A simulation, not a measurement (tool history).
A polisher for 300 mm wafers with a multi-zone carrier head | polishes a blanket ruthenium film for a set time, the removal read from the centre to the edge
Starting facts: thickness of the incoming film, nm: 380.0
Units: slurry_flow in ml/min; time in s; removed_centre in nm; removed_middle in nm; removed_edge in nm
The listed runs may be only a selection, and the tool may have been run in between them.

Run 1, day 0.000: slurry_flow 205 ml/min, centre_zone 1.00, middle_zone 1.00, edge_zone 1.00, time 80 s. Result: removed_centre 129.84 nm, removed_middle 130.32 nm, removed_edge 130.69 nm.
Run 2, day 0.171: slurry_flow 210 ml/min, centre_zone 1.01, middle_zone 0.99, edge_zone 1.02, time 81 s. Result: removed_centre 136.14 nm, removed_middle 130.45 nm, removed_edge 133.44 nm.
Run 3, day 0.204: slurry_flow 215 ml/min, centre_zone 1.01, middle_zone 0.99, edge_zone 1.04, time 82 s. Result: removed_centre 134.76 nm, removed_middle 133.67 nm, removed_edge 138.03 nm.
Run 4, day 0.550: slurry_flow 255 ml/min, centre_zone 1.01, middle_zone 0.99, edge_zone 1.04, time 82 s. Result: removed_centre 139.24 nm, removed_middle 133.41 nm, removed_edge 140.49 nm.
Run 5, day 0.583: slurry_flow 260 ml/min, centre_zone 1.02, middle_zone 0.99, edge_zone 1.05, time 82 s. Result: removed_centre 138.42 nm, removed_middle 135.80 nm, removed_edge 138.91 nm.
Run 6, day 0.771: slurry_flow 260 ml/min, centre_zone 1.02, middle_zone 0.99, edge_zone 1.05, time 92 s. Result: removed_centre 156.68 nm, removed_middle 150.85 nm, removed_edge 156.51 nm.
Run 7, day 1.100: slurry_flow 260 ml/min, centre_zone 1.03, middle_zone 0.98, edge_zone 1.05, time 92 s. Result: removed_centre 160.16 nm, removed_middle 148.72 nm, removed_edge 154.89 nm.

Run 8 has not been measured yet. What should we expect?
Run 8, day 1.308: slurry_flow 270 ml/min, centre_zone 1.08, middle_zone 0.89, edge_zone 1.14, time 93 s. Result: removed_centre ?, removed_middle ?, removed_edge ?.

removed_centre: 167.07 nm
removed_middle: 141.20 nm
removed_edge: 166.57 nm
